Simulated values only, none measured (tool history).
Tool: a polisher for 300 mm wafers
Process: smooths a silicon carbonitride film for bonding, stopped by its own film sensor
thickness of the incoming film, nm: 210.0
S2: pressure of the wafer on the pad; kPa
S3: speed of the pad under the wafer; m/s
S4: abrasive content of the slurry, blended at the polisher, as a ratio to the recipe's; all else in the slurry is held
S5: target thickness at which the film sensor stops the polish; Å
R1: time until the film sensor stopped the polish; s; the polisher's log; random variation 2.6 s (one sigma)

run 1 hour=0.0 | flow_of_slurry_(ml/min)=300 S2=11.7 S3=0.80 S4=1.0 S5=1960 | R1=75.869
run 2 hour=2.2 | flow_of_slurry_(ml/min)=300 S2=13.8 S3=0.80 S4=1.0 S5=1960 | R1=65.020
run 3 hour=8.4 | flow_of_slurry_(ml/min)=300 S2=13.1 S3=0.76 S4=1.0 S5=1960 | R1=70.888
run 4 hour=13.0 | flow_of_slurry_(ml/min)=300 S2=12.4 S3=0.74 S4=1.0 S5=1960 | R1=77.537
run 5 hour=15.0 | flow_of_slurry_(ml/min)=300 S2=12.4 S3=0.60 S4=1.0 S5=1960 | R1=87.430
run 6 hour=21.1 | flow_of_slurry_(ml/min)=300 S2=13.8 S3=0.60 S4=1.0 S5=1960 | R1=83.362
run 7 hour=29.7 | flow_of_slurry_(ml/min)=300 S2=13.1 S3=0.58 S4=1.0 S5=1960 | R1=87.952

The next listed run, before its measurement:
run 8 hour=36.1 | flow_of_slurry_(ml/min)=300 S2=12.4 S3=0.56 S4=1.0 S5=1960 | R1=?

Run 8 gave R1 94.045 s.
